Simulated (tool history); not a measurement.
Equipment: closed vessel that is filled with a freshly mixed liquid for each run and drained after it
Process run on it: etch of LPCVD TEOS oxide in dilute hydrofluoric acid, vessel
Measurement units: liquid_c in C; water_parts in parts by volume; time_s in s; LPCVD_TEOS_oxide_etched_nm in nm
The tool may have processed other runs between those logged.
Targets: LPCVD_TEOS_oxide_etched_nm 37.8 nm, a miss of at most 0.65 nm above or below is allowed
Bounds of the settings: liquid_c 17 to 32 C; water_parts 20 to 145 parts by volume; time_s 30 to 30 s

run,day,liquid_c,water_parts,time_s,LPCVD_TEOS_oxide_etched_nm
1,0,24,80,30,23.883
2,0.092,25.5,80,30,25.111
3,0.429,28,80,30,27.977
4,0.767,28.5,80,30,28.319
5,0.804,29,80,30,29.072
6,1.021,29.5,80,30,29.312
7,1.15,32,65,30,40.862
8,1.508,31.5,65,30,39.542

Exactly one of the 4 candidate moves below puts every result within its allowed miss. Which one?
A,1.867,30,65,30,?
B,1.867,26.5,50,30,?
C,1.867,31.5,70,30,?
D,1.867,29,65,30,?

move,LPCVD_TEOS_oxide_etched_nm
A,37.724
B,43.649
C,36.823
D,36.287
A: each result inside its tolerance
B: misses by more than the last run did
C: takes the biggest miss from the last run beyond its target
D: takes the biggest miss from the last run beyond its target
Answer: A
